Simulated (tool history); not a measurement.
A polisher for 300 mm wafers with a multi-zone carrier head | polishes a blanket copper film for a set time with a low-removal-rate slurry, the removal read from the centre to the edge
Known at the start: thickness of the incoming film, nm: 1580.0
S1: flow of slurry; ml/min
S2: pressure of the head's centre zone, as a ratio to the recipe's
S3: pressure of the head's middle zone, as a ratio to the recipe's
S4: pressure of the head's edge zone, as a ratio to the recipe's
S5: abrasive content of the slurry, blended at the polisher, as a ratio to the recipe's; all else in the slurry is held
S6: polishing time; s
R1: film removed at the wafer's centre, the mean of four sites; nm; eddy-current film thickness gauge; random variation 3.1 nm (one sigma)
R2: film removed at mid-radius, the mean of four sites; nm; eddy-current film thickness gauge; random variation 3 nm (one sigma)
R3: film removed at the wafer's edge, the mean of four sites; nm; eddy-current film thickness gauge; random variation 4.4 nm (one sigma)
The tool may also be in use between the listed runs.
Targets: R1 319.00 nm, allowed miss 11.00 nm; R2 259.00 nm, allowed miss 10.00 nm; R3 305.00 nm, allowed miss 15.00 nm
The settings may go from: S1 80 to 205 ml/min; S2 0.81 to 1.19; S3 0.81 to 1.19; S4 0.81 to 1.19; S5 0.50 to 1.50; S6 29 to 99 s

Run 1, hour 0.0: S1 135 ml/min, S2 1.00, S3 1.00, S4 1.00, S5 1.00, S6 64 s. Result: R1 253.99 nm, R2 255.32 nm, R3 262.50 nm.
Run 2, hour 2.0: S1 135 ml/min, S2 1.00, S3 1.00, S4 1.04, S5 1.00, S6 64 s. Result: R1 255.59 nm, R2 259.19 nm, R3 263.02 nm.
Run 3, hour 10.4: S1 135 ml/min, S2 1.00, S3 1.00, S4 1.04, S5 1.20, S6 64 s. Result: R1 273.16 nm, R2 269.69 nm, R3 281.65 nm.
Run 4, hour 13.2: S1 135 ml/min, S2 1.00, S3 1.00, S4 1.11, S5 1.20, S6 64 s. Result: R1 271.78 nm, R2 273.88 nm, R3 282.67 nm.
Run 5, hour 15.4: S1 135 ml/min, S2 1.00, S3 1.07, S4 1.11, S5 1.20, S6 64 s. Result: R1 271.35 nm, R2 286.99 nm, R3 283.72 nm.
Run 6, hour 18.6: S1 135 ml/min, S2 1.02, S3 1.02, S4 1.12, S5 1.25, S6 64 s. Result: R1 280.02 nm, R2 284.19 nm, R3 298.64 nm.
Run 7, hour 25.9: S1 140 ml/min, S2 1.04, S3 0.98, S4 1.07, S5 1.25, S6 64 s. Result: R1 282.26 nm, R2 273.59 nm, R3 285.92 nm.
At hour 27.6: slurry nozzle cleaned.
Run 8, hour 27.6: S1 140 ml/min, S2 1.07, S3 0.94, S4 1.08, S5 1.30, S6 64 s. Result: R1 314.67 nm, R2 275.55 nm, R3 308.81 nm.

Which of these 4 next moves meets every target?
Run A, hour 29.3: S1 140 ml/min, S2 1.09, S3 1.07, S4 1.11, S5 1.25, S6 64 s. Result: R1 ?, R2 ?, R3 ?.
Run B, hour 29.3: S1 120 ml/min, S2 1.01, S3 0.92, S4 1.12, S5 1.35, S6 67 s. Result: R1 ?, R2 ?, R3 ?.
Run C, hour 29.3: S1 155 ml/min, S2 1.07, S3 0.86, S4 1.09, S5 1.25, S6 64 s. Result: R1 ?, R2 ?, R3 ?.
Run D, hour 29.3: S1 145 ml/min, S2 1.06, S3 0.93, S4 1.11, S5 1.30, S6 69 s. Result: R1 ?, R2 ?, R3 ?.

move      R1      R2      R3
   A  317.27  302.26  307.10
   B  306.29  278.68  325.32
   C  316.12  255.39  309.27
   D  338.15  294.50  336.88
A: further off than the last run
B: further off than the last run
C: meets every target
D: further off than the last run
The right move is C.
